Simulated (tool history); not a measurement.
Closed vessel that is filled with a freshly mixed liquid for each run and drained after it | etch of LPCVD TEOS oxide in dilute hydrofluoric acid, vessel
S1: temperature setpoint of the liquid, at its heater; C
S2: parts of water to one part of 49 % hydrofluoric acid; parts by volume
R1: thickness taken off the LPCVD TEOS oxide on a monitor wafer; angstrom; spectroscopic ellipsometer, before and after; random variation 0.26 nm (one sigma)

{"run": 1, "hour": 0.0, "S1": 25.0, "S2": 60, "time in the liquid (s)": 30, "R1": 252.12}
{"run": 2, "hour": 8.1, "S1": 27.0, "S2": 55, "time in the liquid (s)": 30, "R1": 298.32}
{"run": 3, "hour": 16.4, "S1": 23.5, "S2": 55, "time in the liquid (s)": 30, "R1": 258.7}
{"run": 4, "hour": 21.3, "S1": 23.5, "S2": 65, "time in the liquid (s)": 30, "R1": 217.99}
{"run": 5, "hour": 23.9, "S1": 26.0, "S2": 65, "time in the liquid (s)": 30, "R1": 239.8}
{"run": 6, "hour": 25.9, "S1": 26.0, "S2": 65, "time in the liquid (s)": 30, "R1": 239.98}
{"run": 7, "hour": 33.3, "S1": 27.5, "S2": 55, "time in the liquid (s)": 30, "R1": 304.91}
{"run": 8, "hour": 34.2, "S1": 29.0, "S2": 50, "time in the liquid (s)": 30, "R1": 358.43}
{"run": 9, "hour": 35.2, "S1": 30.0, "S2": 45, "time in the liquid (s)": 30, "R1": 419.19}

What does the tool deliver on the next run?
{"run": 10, "hour": 38.3, "S1": 30.5, "S2": 40, "time in the liquid (s)": 30, "R1": "?"}

Run 10 produced R1 485.65 angstrom.

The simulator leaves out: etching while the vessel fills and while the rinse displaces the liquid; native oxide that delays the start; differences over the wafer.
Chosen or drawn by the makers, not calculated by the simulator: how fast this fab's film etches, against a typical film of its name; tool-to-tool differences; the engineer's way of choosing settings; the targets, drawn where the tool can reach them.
